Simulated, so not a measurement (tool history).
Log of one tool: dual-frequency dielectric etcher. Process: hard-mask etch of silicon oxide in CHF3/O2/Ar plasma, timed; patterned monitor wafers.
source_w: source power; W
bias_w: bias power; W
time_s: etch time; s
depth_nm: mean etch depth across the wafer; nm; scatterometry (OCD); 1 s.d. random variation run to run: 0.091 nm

run 1 hour=0 | source_w=810 bias_w=208 time_s=12.5 | depth_nm=28.502
run 2 hour=2 | source_w=720 bias_w=181 time_s=12 | depth_nm=23.797
run 3 hour=6.7 | source_w=670 bias_w=180 time_s=12 | depth_nm=22.677
run 4 hour=7.6 | source_w=640 bias_w=179 time_s=12 | depth_nm=21.83
run 5 hour=13.8 | source_w=640 bias_w=179 time_s=12.5 | depth_nm=22.684
run 6 hour=16.9 | source_w=640 bias_w=179 time_s=12.5 | depth_nm=22.758
run 7 hour=21 | source_w=610 bias_w=178 time_s=12.5 | depth_nm=22.016

Estimate the outcome of run 8 from the log above:
run 8 hour=24.4 | source_w=590 bias_w=178 time_s=12.5 | depth_nm=?

{"run 8": {"depth_nm": 21.436}}

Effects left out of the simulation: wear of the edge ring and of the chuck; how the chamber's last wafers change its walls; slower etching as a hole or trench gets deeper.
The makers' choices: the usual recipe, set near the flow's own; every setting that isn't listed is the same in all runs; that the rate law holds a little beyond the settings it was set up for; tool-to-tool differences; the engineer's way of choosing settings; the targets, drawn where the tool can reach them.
